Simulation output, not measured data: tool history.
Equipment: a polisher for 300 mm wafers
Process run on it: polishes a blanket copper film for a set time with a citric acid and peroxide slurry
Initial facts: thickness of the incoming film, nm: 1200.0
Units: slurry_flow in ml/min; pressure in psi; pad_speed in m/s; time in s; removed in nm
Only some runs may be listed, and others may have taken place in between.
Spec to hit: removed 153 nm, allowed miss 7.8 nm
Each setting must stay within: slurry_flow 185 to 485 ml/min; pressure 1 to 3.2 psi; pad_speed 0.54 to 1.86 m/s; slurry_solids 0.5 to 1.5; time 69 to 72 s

Run 1, day 0: slurry_flow 310 ml/min, pressure 2.1 psi, pad_speed 1.18 m/s, slurry_solids 1, time 69 s. Result: removed 108.72 nm.
Run 2, day 0.308: slurry_flow 310 ml/min, pressure 2.2 psi, pad_speed 1.18 m/s, slurry_solids 1, time 69 s. Result: removed 112.52 nm.
Run 3, day 0.658: slurry_flow 310 ml/min, pressure 2.3 psi, pad_speed 1.18 m/s, slurry_solids 1, time 69 s. Result: removed 116.08 nm.
Run 4, day 0.704: slurry_flow 310 ml/min, pressure 2.3 psi, pad_speed 1.18 m/s, slurry_solids 0.85, time 69 s. Result: removed 111.88 nm.
Run 5, day 0.846: slurry_flow 310 ml/min, pressure 2.4 psi, pad_speed 1.2 m/s, slurry_solids 0.85, time 69 s. Result: removed 116.64 nm.
Run 6, day 0.975: slurry_flow 310 ml/min, pressure 2.4 psi, pad_speed 1.2 m/s, slurry_solids 0.85, time 72 s. Result: removed 124.19 nm.
Run 7, day 1.221: slurry_flow 310 ml/min, pressure 2.5 psi, pad_speed 1.2 m/s, slurry_solids 0.85, time 72 s. Result: removed 126.67 nm.
Run 8, day 1.546: slurry_flow 310 ml/min, pressure 2.6 psi, pad_speed 1.22 m/s, slurry_solids 0.85, time 72 s. Result: removed 135.29 nm.
Run 9, day 1.779: slurry_flow 310 ml/min, pressure 2.7 psi, pad_speed 1.22 m/s, slurry_solids 0.85, time 72 s. Result: removed 138.35 nm.
Run 10, day 1.925: slurry_flow 310 ml/min, pressure 2.8 psi, pad_speed 1.22 m/s, slurry_solids 0.85, time 72 s. Result: removed 140.53 nm.

Which one of the following 5 next-run settings gets every result inside its allowed miss? There is exactly one.
Run A, day 2.071: slurry_flow 265 ml/min, pressure 2.9 psi, pad_speed 1.1 m/s, slurry_solids 1, time 72 s. Result: removed ?.
Run B, day 2.071: slurry_flow 300 ml/min, pressure 2.8 psi, pad_speed 1.3 m/s, slurry_solids 0.9, time 72 s. Result: removed ?.
Run C, day 2.071: slurry_flow 275 ml/min, pressure 2.6 psi, pad_speed 1.28 m/s, slurry_solids 0.9, time 69 s. Result: removed ?.
Run D, day 2.071: slurry_flow 280 ml/min, pressure 2.8 psi, pad_speed 1.24 m/s, slurry_solids 0.75, time 72 s. Result: removed ?.
Run E, day 2.071: slurry_flow 320 ml/min, pressure 2.8 psi, pad_speed 1.26 m/s, slurry_solids 0.8, time 70 s. Result: removed ?.

move  removed
   A    131.1
   B   150.57
   C    132.2
   D   138.41
   E   140.78
A: further off than the last run
B: hits every target within its allowed miss
C: further off than the last run
D: further off than the last run
E: just as far off the targets as the last run
The move that meets every target is B.

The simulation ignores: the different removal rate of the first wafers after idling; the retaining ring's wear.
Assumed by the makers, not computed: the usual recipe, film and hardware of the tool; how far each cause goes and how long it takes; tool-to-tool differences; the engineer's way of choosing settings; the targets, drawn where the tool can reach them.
